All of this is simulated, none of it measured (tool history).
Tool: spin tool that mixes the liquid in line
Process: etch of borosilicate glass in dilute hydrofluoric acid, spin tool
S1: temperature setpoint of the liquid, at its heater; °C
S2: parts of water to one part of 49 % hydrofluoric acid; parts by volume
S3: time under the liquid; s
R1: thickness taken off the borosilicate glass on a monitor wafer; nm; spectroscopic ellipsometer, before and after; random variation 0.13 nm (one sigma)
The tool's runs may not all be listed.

run  hour    S1   S2  S3       R1
  1   0.0  24.0   90  15   7.6532
  2   7.9  25.5   85  15   8.6689
  3   9.2  27.0   80  15  10.0600
  4  14.4  28.0   80  15  10.3200
  5  15.1  29.0   80  15  10.6800
  6  17.1  29.0  105  15   7.8482
  7  17.6  29.5   95  15   8.9495
  8  24.5  30.0   90  15   9.8253

The next listed run, before its measurement:
  9  28.0  30.0  90  15   ?

{"run 9": {"R1": 9.733}}

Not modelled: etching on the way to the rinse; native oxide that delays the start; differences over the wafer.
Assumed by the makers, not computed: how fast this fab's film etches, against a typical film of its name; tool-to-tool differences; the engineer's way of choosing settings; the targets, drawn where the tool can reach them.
